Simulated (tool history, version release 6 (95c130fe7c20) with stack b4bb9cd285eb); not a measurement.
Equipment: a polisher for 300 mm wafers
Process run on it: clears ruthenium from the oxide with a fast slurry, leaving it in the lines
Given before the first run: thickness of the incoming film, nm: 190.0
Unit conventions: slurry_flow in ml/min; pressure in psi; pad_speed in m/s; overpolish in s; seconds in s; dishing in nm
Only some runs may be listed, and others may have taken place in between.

run,hour,slurry_flow,pressure,pad_speed,slurry_solids,overpolish,seconds,dishing
1,0.0,150,3.3,0.78,1.0,14,50.680,21.994
2,1.6,150,3.3,0.78,1.0,12,50.734,20.974
3,2.5,150,3.3,0.78,1.0,11,50.149,20.769
4,9.4,150,3.3,0.78,1.0,13,50.790,22.305
5,13.1,150,3.3,0.78,1.0,12,49.228,21.164
6,14.8,150,3.2,0.78,1.0,11,51.818,19.819

Predict the results of run 7:
7,15.9,150,3.2,0.78,1.0,10,?,?

Logged for run 7: seconds 51.577 s, dishing 18.369 nm.

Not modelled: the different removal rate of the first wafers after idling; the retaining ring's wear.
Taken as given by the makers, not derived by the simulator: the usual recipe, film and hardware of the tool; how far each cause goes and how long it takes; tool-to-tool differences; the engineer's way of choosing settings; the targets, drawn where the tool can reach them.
